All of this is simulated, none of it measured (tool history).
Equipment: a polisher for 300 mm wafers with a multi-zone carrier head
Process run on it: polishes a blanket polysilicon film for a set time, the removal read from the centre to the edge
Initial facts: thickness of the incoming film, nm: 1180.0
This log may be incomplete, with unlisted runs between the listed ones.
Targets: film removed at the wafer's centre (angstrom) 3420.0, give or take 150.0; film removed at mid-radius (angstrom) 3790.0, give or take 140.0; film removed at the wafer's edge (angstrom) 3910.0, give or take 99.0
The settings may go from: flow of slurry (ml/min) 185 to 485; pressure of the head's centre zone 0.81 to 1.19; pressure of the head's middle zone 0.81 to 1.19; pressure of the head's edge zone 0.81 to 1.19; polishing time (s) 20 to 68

run	hour	flow of slurry (ml/min)	pressure of the head's centre zone	pressure of the head's middle zone	pressure of the head's edge zone	polishing time (s)	film removed at the wafer's centre (angstrom)	film removed at mid-radius (angstrom)	film removed at the wafer's edge (angstrom)
1	0.0	310	1.00	1.00	1.00	44	4258.4	4171.5	4105.3
2	3.9	300	0.96	0.99	1.00	44	3934.5	4061.9	4119.1
3	9.8	300	0.88	0.99	1.00	44	3643.2	4161.4	4125.5
4	17.5	290	0.88	0.97	0.99	44	3719.1	4050.2	4086.4
5	22.9	285	0.86	0.96	0.99	44	3556.9	4031.9	4105.8
6	29.7	230	0.86	0.96	0.99	44	3497.3	3901.0	4036.6
7	38.5	225	0.86	0.96	0.98	44	3516.8	4025.4	3998.4
8	40.6	225	0.86	0.96	0.98	44	3489.8	4000.7	3990.4
9	45.3	225	0.86	0.95	0.98	44	3452.4	3849.7	4042.9

Below are 5 possible settings for the next run. Only one of them brings all results inside the allowed miss of their targets. Which is it?
A	50.0	260	0.86	0.94	0.98	43	?	?	?
B	50.0	185	0.81	1.01	1.02	41	?	?	?
C	50.0	250	0.82	1.03	0.91	44	?	?	?
D	50.0	285	0.85	1.02	0.98	42	?	?	?
E	50.0	385	0.88	1.12	0.98	40	?	?	?

move	film removed at the wafer's centre (angstrom)	film removed at mid-radius (angstrom)	film removed at the wafer's edge (angstrom)
A	3506.3	3870.0	3959.0
B	3055.5	3762.4	3768.7
C	3410.0	4189.7	3900.2
D	3411.3	4011.5	3883.6
E	3442.2	4147.8	3752.3
A: every result lands within tolerance
B: takes the result that was furthest off past its target
C: gets the furthest-off result to its target, but another result is out of tolerance
D: gets the furthest-off result to its target, but another result is out of tolerance
E: takes the result that was furthest off past its target
So the answer is move A, the one that meets all the targets.
